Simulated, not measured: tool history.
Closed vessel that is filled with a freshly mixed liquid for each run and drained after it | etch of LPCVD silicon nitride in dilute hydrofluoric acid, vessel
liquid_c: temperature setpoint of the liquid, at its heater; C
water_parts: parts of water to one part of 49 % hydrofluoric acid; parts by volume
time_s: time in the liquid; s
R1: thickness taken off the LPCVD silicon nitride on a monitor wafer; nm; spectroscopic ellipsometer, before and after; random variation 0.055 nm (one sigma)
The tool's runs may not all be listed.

Run 1, hour 0: liquid_c 25 C, water_parts 175 parts by volume, time_s 2835 s. Result: R1 9.3238 nm.
Run 2, hour 2.5: liquid_c 25 C, water_parts 215 parts by volume, time_s 2835 s. Result: R1 7.5341 nm.
Run 3, hour 10.4: liquid_c 25.5 C, water_parts 215 parts by volume, time_s 2835 s. Result: R1 7.7204 nm.
Run 4, hour 18: liquid_c 25.5 C, water_parts 275 parts by volume, time_s 2835 s. Result: R1 6.1325 nm.
Run 5, hour 27.5: liquid_c 26 C, water_parts 275 parts by volume, time_s 2835 s. Result: R1 6.2494 nm.
Run 6, hour 32.2: liquid_c 26 C, water_parts 275 parts by volume, time_s 3040 s. Result: R1 6.6988 nm.
Run 7, hour 34.7: liquid_c 26.5 C, water_parts 275 parts by volume, time_s 3040 s. Result: R1 6.9426 nm.

Forecast run 8:
Run 8, hour 38.4: liquid_c 27 C, water_parts 275 parts by volume, time_s 3040 s. Result: R1 ?.

Run 8 gave R1 7.1566 nm.
